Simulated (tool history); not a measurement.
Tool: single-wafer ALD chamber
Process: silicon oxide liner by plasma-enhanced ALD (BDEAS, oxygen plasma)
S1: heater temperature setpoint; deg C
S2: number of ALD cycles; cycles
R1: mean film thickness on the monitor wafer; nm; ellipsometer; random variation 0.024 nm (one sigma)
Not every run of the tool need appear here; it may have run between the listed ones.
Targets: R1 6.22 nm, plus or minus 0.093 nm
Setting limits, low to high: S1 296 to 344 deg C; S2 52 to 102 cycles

run,day,S1,S2,R1
1,0,320,77,6.787
2,0.05,320,68,6.0278
3,0.429,320,62,5.4694
4,0.492,319,63,5.5876
5,0.812,319,69,6.1196
6,0.908,319,75,6.6227
7,1.196,320,74,6.5254
8,1.229,321,74,6.53
9,1.317,321,73,6.4281
10,1.429,321,73,6.4645

Exactly one of the 4 candidate moves below puts every result within its allowed miss. Which one?
A,1.542,322,71,?
B,1.542,324,74,?
C,1.542,319,67,?
D,1.542,316,68,?

move,R1
A,6.2434
B,6.4861
C,5.9204
D,6.0379
A: all results land within tolerance of their targets
B: the biggest miss grows against the last run
C: the result that was furthest off in the last run now lies on the other side of its target
D: the result that was furthest off in the last run now lies on the other side of its target
Correct choice: A, which meets every target
